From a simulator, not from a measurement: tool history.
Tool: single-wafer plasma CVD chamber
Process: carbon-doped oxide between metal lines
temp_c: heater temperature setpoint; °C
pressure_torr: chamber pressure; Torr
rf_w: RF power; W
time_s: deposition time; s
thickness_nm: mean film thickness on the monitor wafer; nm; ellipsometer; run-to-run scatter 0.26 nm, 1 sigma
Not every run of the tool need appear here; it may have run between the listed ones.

run	hour	temp_c	pressure_torr	rf_w	time_s	thickness_nm
1	0.0	335	5.21	545	13.1	70.195
2	5.4	335	5.21	485	13.1	62.683
3	10.2	331	5.58	535	13.1	71.346
4	12.7	326	6.05	555	13.1	76.127
5	19.2	326	6.05	625	13.1	84.358
6	20.3	326	5.19	625	13.1	81.966
# hour 24.1: capacitance manometer re-zeroed and calibrated
7	24.1	323	5.40	630	13.1	85.364

Run 8 has not been measured yet. What should we expect?
8	25.1	323	5.40	630	13.1	?

Logged for run 8: thickness_nm 85.100 nm.
